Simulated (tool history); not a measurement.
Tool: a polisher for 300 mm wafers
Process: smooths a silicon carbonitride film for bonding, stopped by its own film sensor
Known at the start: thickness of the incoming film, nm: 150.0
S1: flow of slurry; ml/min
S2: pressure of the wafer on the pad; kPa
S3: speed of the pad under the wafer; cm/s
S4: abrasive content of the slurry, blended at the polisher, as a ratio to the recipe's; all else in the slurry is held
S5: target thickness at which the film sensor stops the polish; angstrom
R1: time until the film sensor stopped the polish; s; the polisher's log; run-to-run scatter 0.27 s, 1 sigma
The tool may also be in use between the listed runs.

Run 1, hour 0.0: S1 255 ml/min, S2 15.9 kPa, S3 94 cm/s, S4 1.0, S5 1380 angstrom. Result: R1 53.702 s.
Run 2, hour 1.8: S1 255 ml/min, S2 15.9 kPa, S3 76 cm/s, S4 1.0, S5 1380 angstrom. Result: R1 63.187 s.
Run 3, hour 7.4: S1 255 ml/min, S2 18.6 kPa, S3 86 cm/s, S4 1.0, S5 1380 angstrom. Result: R1 48.008 s.
Run 4, hour 10.4: S1 255 ml/min, S2 20.7 kPa, S3 90 cm/s, S4 1.0, S5 1380 angstrom. Result: R1 41.804 s.
Run 5, hour 13.8: S1 255 ml/min, S2 22.1 kPa, S3 96 cm/s, S4 1.0, S5 1380 angstrom. Result: R1 38.420 s.
Run 6, hour 15.0: S1 230 ml/min, S2 22.1 kPa, S3 96 cm/s, S4 1.0, S5 1380 angstrom. Result: R1 38.182 s.
Run 7, hour 16.9: S1 235 ml/min, S2 22.8 kPa, S3 102 cm/s, S4 1.0, S5 1380 angstrom. Result: R1 34.556 s.

Run 8 comes next. What will it give?
Run 8, hour 22.1: S1 235 ml/min, S2 23.4 kPa, S3 106 cm/s, S4 1.0, S5 1380 angstrom. Result: R1 ?.

Run 8 gave R1 33.109 s.
